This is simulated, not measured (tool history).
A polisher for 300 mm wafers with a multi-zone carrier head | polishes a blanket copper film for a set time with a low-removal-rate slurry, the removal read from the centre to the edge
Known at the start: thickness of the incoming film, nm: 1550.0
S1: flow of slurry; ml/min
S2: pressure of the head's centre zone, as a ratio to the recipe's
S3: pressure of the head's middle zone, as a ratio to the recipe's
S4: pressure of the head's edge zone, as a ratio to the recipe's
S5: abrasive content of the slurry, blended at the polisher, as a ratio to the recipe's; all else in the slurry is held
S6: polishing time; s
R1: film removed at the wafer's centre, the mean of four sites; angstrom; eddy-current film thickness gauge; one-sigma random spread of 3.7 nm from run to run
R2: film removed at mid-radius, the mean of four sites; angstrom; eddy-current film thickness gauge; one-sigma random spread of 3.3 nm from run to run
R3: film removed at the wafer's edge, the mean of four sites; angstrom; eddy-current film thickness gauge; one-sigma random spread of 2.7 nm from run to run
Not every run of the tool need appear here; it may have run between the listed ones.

| run | hour | S1 | S2 | S3 | S4 | S5 | S6 | R1 | R2 | R3 |
|---|---|---|---|---|---|---|---|---|---|---|
| 1 | 0 | 290 | 1 | 1 | 1 | 1 | 67 | 3196.9 | 3191.2 | 3171.3 |
| 2 | 0.8 | 295 | 1 | 1 | 1.03 | 1.1 | 68 | 3289.4 | 3287.2 | 3301.1 |
| 3 | 8.9 | 295 | 1 | 0.99 | 1.05 | 1.15 | 69 | 3378.7 | 3349.6 | 3426.9 |
| 4 | 16.8 | 300 | 1 | 0.99 | 1.07 | 1.2 | 70 | 3507.3 | 3463.7 | 3579 |
| 5 | 22.2 | 305 | 1 | 0.99 | 1.09 | 1.25 | 70 | 3514 | 3493.5 | 3576.1 |
| 6 | 30.8 | 305 | 1.06 | 0.99 | 1.09 | 1.25 | 70 | 3674.7 | 3426.6 | 3568 |
| 7 | 36.8 | 305 | 1.05 | 0.98 | 1.11 | 1.3 | 70 | 3730.6 | 3477.5 | 3679.2 |
| 8 | 40.1 | 305 | 1.04 | 0.98 | 1.12 | 1.35 | 70 | 3701.5 | 3506.1 | 3700 |
| 9 | 48.4 | 310 | 1.03 | 0.97 | 1.13 | 1.4 | 70 | 3680.7 | 3511.6 | 3729.3 |
| 10 | 49.9 | 310 | 1.02 | 0.97 | 1.14 | 1.4 | 71 | 3735.3 | 3577.6 | 3819.8 |

What will run 11 give?
| 11 | 51.7 | 310 | 1.01 | 0.97 | 1.15 | 1.4 | 71 | ? | ? | ? |

R1: 3595.6 angstrom
R2: 3565.4 angstrom
R3: 3856 angstrom
